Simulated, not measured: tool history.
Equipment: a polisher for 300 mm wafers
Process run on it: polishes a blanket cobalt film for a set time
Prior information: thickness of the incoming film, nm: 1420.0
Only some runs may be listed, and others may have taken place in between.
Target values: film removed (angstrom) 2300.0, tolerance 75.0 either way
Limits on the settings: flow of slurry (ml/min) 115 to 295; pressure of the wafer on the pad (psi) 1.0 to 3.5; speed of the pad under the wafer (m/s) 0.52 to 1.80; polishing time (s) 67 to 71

run,hour,flow of slurry (ml/min),pressure of the wafer on the pad (psi),speed of the pad under the wafer (m/s),polishing time (s),film removed (angstrom)
1,0.0,190,2.2,1.16,67,4001.4
2,0.6,185,1.9,1.16,67,3519.4
3,3.9,185,2.4,1.16,67,4297.8
4,6.9,180,2.0,1.14,67,3591.4
5,8.1,180,1.7,1.12,67,3094.8
6,9.6,180,1.7,1.12,67,3100.0
7,12.8,175,1.5,1.12,67,2758.0
8,17.6,165,1.4,1.12,67,2628.1
9,25.4,160,1.3,1.12,67,2398.6
10,26.3,155,1.3,1.12,67,2380.1
11,28.8,150,1.3,1.12,67,2401.7
12,36.1,145,1.3,1.12,67,2386.6
13,37.5,140,1.3,1.12,67,2376.1
14,42.2,135,1.2,1.12,67,2197.7

5 candidate next runs follow, results not yet known. Just one meets every target within its allowed miss. Identify it.
A,46.9,135,1.0,1.20,71,?
B,46.9,160,1.1,1.00,67,?
C,46.9,115,1.2,1.20,67,?
D,46.9,115,1.2,1.08,68,?
E,46.9,120,1.3,0.90,68,?

move,film removed (angstrom)
A,2175.1
B,1967.9
C,2298.4
D,2148.7
E,2010.9
A: further off than the last run
B: further off than the last run
C: in spec on every target
D: further off than the last run
E: further off than the last run
Correct choice: C, which meets every target

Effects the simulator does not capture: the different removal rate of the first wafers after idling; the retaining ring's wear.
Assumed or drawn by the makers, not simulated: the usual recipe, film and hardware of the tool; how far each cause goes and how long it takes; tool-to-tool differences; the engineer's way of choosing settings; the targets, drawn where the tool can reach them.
